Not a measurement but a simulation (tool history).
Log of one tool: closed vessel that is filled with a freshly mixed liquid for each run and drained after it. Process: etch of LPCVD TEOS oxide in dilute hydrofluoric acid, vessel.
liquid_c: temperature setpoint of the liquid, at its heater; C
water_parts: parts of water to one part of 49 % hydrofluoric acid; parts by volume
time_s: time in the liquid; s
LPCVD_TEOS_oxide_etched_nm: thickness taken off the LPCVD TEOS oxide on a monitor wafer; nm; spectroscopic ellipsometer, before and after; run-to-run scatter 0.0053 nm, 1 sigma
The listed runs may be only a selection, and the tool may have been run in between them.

run 1 hour=0.0 | liquid_c=21.0 water_parts=175 time_s=30 | LPCVD_TEOS_oxide_etched_nm=2.2562
run 2 hour=7.7 | liquid_c=24.5 water_parts=175 time_s=30 | LPCVD_TEOS_oxide_etched_nm=2.5797
run 3 hour=9.8 | liquid_c=22.5 water_parts=185 time_s=30 | LPCVD_TEOS_oxide_etched_nm=2.2394
run 4 hour=14.2 | liquid_c=22.5 water_parts=140 time_s=30 | LPCVD_TEOS_oxide_etched_nm=3.1018
run 5 hour=18.5 | liquid_c=19.5 water_parts=140 time_s=30 | LPCVD_TEOS_oxide_etched_nm=2.7382
run 6 hour=27.1 | liquid_c=19.5 water_parts=180 time_s=30 | LPCVD_TEOS_oxide_etched_nm=2.0666
run 7 hour=35.5 | liquid_c=19.0 water_parts=190 time_s=30 | LPCVD_TEOS_oxide_etched_nm=1.8849
run 8 hour=40.8 | liquid_c=18.5 water_parts=195 time_s=30 | LPCVD_TEOS_oxide_etched_nm=1.8052
run 9 hour=49.0 | liquid_c=18.0 water_parts=200 time_s=30 | LPCVD_TEOS_oxide_etched_nm=1.7114

What does the tool deliver on the next run?
run 10 hour=51.5 | liquid_c=17.5 water_parts=205 time_s=30 | LPCVD_TEOS_oxide_etched_nm=?

Run 10 produced LPCVD_TEOS_oxide_etched_nm 1.6301 nm.
